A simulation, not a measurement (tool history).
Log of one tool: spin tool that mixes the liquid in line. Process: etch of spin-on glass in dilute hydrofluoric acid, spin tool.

| run | hour | temperature setpoint of the liquid (°C) | parts of water to one part of 49 % hydrofluoric acid (parts by volume) | time under the liquid (s) | thickness taken off the spin-on glass on a monitor wafer (nm) |
|---|---|---|---|---|---|
| 1 | 0 | 24 | 80 | 50 | 17.228 |
| 2 | 7.2 | 25 | 80 | 50 | 17.551 |
| 3 | 10.3 | 25 | 80 | 55 | 19.433 |
| 4 | 18.9 | 28.5 | 80 | 55 | 22.377 |
| 5 | 19.8 | 28 | 80 | 55 | 21.915 |
| 6 | 24.2 | 28 | 80 | 55 | 22.038 |

The next listed run, before its measurement:
| 7 | 25.5 | 27.5 | 80 | 55 | ? |

{"run 7": {"thickness taken off the spin-on glass on a monitor wafer (nm)": 21.472}}
